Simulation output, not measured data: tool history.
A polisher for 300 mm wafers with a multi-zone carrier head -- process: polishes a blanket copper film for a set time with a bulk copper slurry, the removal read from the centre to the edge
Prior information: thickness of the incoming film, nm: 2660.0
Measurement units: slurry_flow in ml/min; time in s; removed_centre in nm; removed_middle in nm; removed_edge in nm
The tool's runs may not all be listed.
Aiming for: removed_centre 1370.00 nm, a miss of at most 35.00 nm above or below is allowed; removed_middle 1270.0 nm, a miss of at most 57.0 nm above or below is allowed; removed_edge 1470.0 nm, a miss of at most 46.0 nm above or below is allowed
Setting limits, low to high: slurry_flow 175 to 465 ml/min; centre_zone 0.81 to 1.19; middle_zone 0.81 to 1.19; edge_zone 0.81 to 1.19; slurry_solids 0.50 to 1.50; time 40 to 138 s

| run | hour | slurry_flow | centre_zone | middle_zone | edge_zone | slurry_solids | time | removed_centre | removed_middle | removed_edge |
|---|---|---|---|---|---|---|---|---|---|---|
| 1 | 0.0 | 295 | 1.00 | 1.00 | 1.00 | 1.00 | 88 | 1049.20 | 1072.1 | 1060.2 |
| 2 | 8.4 | 295 | 1.00 | 0.95 | 1.00 | 1.00 | 88 | 1052.20 | 1013.4 | 1066.2 |
| 3 | 9.9 | 295 | 0.93 | 0.95 | 1.00 | 1.00 | 88 | 997.04 | 1006.1 | 1057.2 |
| 4 | 15.5 | 295 | 0.95 | 0.95 | 1.03 | 1.10 | 91 | 1059.50 | 1062.0 | 1149.4 |
| 5 | 17.3 | 295 | 0.95 | 0.95 | 1.03 | 0.90 | 91 | 1020.30 | 1001.0 | 1100.2 |
| 6 | 19.2 | 295 | 0.95 | 0.95 | 1.10 | 0.90 | 91 | 1020.30 | 1025.0 | 1116.3 |
| 7 | 21.3 | 295 | 0.97 | 0.94 | 1.11 | 1.00 | 93 | 1077.90 | 1041.3 | 1189.9 |
| 8 | 24.3 | 300 | 0.99 | 0.95 | 1.12 | 1.10 | 94 | 1145.20 | 1101.8 | 1250.5 |
| 9 | 31.4 | 310 | 1.01 | 0.96 | 1.13 | 1.20 | 94 | 1177.20 | 1143.5 | 1271.0 |
| 10 | 37.5 | 310 | 1.02 | 0.96 | 1.14 | 1.25 | 95 | 1228.90 | 1174.9 | 1284.7 |
| 11 | 41.3 | 310 | 1.02 | 0.95 | 1.15 | 1.30 | 96 | 1236.10 | 1168.9 | 1312.1 |
| 12 | 42.2 | 315 | 1.02 | 0.95 | 1.16 | 1.35 | 97 | 1257.40 | 1185.0 | 1377.3 |
| 13 | 49.2 | 370 | 1.08 | 1.01 | 1.19 | 1.45 | 97 | 1356.10 | 1290.0 | 1406.5 |
| 14 | 57.0 | 370 | 1.07 | 1.00 | 1.19 | 1.45 | 97 | 1359.80 | 1250.2 | 1420.1 |

Which single option among these 5 for the next run brings every result within its allowed miss of target? Just one does.
| A | 64.8 | 380 | 1.08 | 0.97 | 1.16 | 1.45 | 92 | ? | ? | ? |
| B | 64.8 | 395 | 1.04 | 0.95 | 1.18 | 1.50 | 99 | ? | ? | ? |
| C | 64.8 | 300 | 1.15 | 1.04 | 1.07 | 1.45 | 94 | ? | ? | ? |
| D | 64.8 | 380 | 0.93 | 0.89 | 1.19 | 1.50 | 101 | ? | ? | ? |
| E | 64.8 | 360 | 1.07 | 0.98 | 1.19 | 1.45 | 94 | ? | ? | ? |

| move | removed_centre | removed_middle | removed_edge |
|---|---|---|---|
| A | 1294.90 | 1186.4 | 1330.0 |
| B | 1364.60 | 1267.8 | 1458.5 |
| C | 1362.20 | 1257.6 | 1281.3 |
| D | 1264.80 | 1221.9 | 1492.2 |
| E | 1306.40 | 1217.2 | 1372.2 |
A: the biggest miss grows against the last run
B: every result lands within tolerance
C: the biggest miss grows against the last run
D: brings the last run's worst result on target, with another outside its allowed miss
E: the biggest miss grows against the last run
The right move is B.

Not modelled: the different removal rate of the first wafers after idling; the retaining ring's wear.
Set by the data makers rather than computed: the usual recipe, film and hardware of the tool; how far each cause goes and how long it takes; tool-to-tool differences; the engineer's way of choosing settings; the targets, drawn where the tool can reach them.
